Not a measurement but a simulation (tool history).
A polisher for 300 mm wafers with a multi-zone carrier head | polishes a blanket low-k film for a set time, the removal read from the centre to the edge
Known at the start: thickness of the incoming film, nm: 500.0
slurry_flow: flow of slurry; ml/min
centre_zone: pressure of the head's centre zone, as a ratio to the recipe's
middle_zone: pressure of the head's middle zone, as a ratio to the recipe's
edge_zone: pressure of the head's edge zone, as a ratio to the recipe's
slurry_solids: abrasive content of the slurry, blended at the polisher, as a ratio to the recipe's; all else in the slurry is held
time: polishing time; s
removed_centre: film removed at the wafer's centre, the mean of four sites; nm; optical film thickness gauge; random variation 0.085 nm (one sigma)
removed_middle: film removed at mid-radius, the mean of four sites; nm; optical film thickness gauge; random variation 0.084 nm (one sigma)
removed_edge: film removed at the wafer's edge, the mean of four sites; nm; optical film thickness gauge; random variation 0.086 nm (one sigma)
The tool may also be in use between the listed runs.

run,hour,slurry_flow,centre_zone,middle_zone,edge_zone,slurry_solids,time,removed_centre,removed_middle,removed_edge
1,0.0,270,1.00,1.00,1.00,1.0,43,15.273,16.223,15.538
2,8.9,245,0.98,0.96,0.97,1.0,43,14.897,15.470,15.173
3,11.9,295,0.98,0.96,0.97,1.0,43,15.421,15.744,15.410
4,20.6,295,0.98,0.96,0.90,1.0,43,15.502,15.569,14.918
5,25.2,260,0.96,0.93,0.90,1.0,43,14.837,15.225,14.834
6,26.7,260,1.01,0.93,0.90,1.0,43,15.473,15.061,14.678
7,34.3,235,0.98,0.90,0.90,1.0,43,14.839,14.532,14.798

Run 8 comes next. What will it give?
8,38.0,215,0.96,0.89,0.89,1.0,43,?,?,?

Run 8 gave removed_centre 14.433 nm, removed_middle 14.158 nm, removed_edge 14.315 nm.
